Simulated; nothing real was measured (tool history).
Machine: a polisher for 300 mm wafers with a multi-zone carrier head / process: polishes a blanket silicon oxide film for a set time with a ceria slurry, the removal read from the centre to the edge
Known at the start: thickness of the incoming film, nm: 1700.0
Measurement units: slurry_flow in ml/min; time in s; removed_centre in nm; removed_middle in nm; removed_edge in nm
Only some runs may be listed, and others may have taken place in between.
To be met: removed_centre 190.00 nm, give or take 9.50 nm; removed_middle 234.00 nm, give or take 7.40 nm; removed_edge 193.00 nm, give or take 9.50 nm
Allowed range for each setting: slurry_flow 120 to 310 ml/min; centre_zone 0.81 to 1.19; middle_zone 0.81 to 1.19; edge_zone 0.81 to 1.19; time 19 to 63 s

run	day	slurry_flow	centre_zone	middle_zone	edge_zone	time	removed_centre	removed_middle	removed_edge
1	0.000	200	1.00	1.00	1.00	41	151.71	160.95	154.70
2	0.354	175	1.00	1.00	1.00	41	151.21	157.94	155.90
3	0.671	180	1.00	1.02	1.00	42	156.76	166.63	160.53
4	0.817	180	0.94	1.02	1.00	42	147.23	164.14	158.00
5	0.929	185	0.95	1.04	1.00	43	153.44	172.42	165.50
6	1.096	190	0.95	1.06	0.99	44	153.91	178.85	164.33
7	1.162	195	0.96	1.07	1.00	45	167.32	184.36	172.21
8	1.358	195	0.95	1.08	0.99	46	168.46	193.66	175.16
9	1.638	195	0.95	1.09	0.99	46	165.35	193.34	174.70
10	1.867	200	0.95	1.10	0.99	46	163.95	194.30	173.83
11	2.067	200	0.95	1.11	0.99	47	166.79	198.80	182.38
12	2.146	205	0.96	1.12	0.98	47	170.24	201.66	174.98

Which single option among these 5 for the next run brings every result within its allowed miss of target? Just one does.
A	2.225	215	1.13	0.93	1.00	46	?	?	?
B	2.225	215	0.97	1.01	1.04	49	?	?	?
C	2.225	200	1.04	0.98	1.04	48	?	?	?
D	2.225	245	0.95	1.16	0.91	52	?	?	?
E	2.225	180	0.90	1.06	1.06	44	?	?	?

move	removed_centre	removed_middle	removed_edge
A	196.46	169.51	179.65
B	179.53	192.50	194.87
C	186.92	182.67	189.80
D	189.64	231.00	195.72
E	146.14	175.86	173.84
A: moves away from the targets compared with the last run
B: moves away from the targets compared with the last run
C: moves away from the targets compared with the last run
D: every result within its allowed miss
E: moves away from the targets compared with the last run
The move that meets every target is D.

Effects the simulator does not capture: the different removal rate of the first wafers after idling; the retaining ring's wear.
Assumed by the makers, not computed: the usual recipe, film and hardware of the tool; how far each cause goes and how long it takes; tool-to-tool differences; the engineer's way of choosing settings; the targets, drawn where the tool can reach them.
